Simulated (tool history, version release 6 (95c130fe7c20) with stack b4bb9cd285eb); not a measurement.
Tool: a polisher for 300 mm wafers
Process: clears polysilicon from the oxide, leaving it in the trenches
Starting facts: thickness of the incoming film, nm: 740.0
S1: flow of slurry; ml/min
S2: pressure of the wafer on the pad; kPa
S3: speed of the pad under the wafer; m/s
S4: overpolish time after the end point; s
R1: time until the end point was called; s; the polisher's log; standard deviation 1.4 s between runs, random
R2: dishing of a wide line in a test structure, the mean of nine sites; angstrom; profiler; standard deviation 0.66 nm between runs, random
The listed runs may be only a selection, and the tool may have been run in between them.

run,hour,S1,S2,S3,S4,R1,R2
1,0.0,270,18.6,1.20,15,37.374,526.11
2,3.7,200,18.6,1.20,15,37.788,535.85
3,9.4,200,16.5,1.12,15,47.280,511.79
4,17.1,190,15.2,1.08,18,53.852,517.74
5,22.3,190,18.6,1.08,18,43.758,532.14
6,29.5,190,18.6,0.80,18,57.259,508.79
7,31.1,185,17.2,0.80,19,61.679,528.80
8,39.6,185,16.5,0.80,18,64.188,501.86
9,47.9,185,15.9,0.80,19,66.108,495.54
10,56.9,180,15.9,0.78,21,70.504,511.78

Run 11 has not been measured yet. What should we expect?
11,63.9,180,15.2,0.78,21,?,?

{"run 11": {"R1": 69.456, "R2": 505.68}}
